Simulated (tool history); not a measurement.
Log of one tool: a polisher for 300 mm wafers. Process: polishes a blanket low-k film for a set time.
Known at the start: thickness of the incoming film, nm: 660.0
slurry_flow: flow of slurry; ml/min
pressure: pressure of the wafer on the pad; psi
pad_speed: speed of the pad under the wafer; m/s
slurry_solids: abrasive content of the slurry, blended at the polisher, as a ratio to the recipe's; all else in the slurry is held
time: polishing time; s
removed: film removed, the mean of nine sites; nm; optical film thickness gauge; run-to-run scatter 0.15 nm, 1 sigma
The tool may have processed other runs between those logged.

run  hour  slurry_flow  pressure  pad_speed  slurry_solids  time  removed
  1   0.0          305       2.3       1.24           1.00    30   16.363
  2   6.5          305       2.3       1.24           1.15    30   17.445
  3  13.9          305       2.6       1.24           1.15    30   19.789
  4  21.1          305       2.5       1.24           1.15    30   19.282
  5  24.0          305       2.4       1.24           1.15    30   18.310
  6  30.0          305       2.4       1.12           1.15    30   17.167
  7  36.2          305       2.3       1.12           1.15    30   16.513

Run 8 has not been measured yet. What should we expect?
  8  39.7          305       2.1       1.10           1.15    30        ?

{"run 8": {"removed": 14.806}}
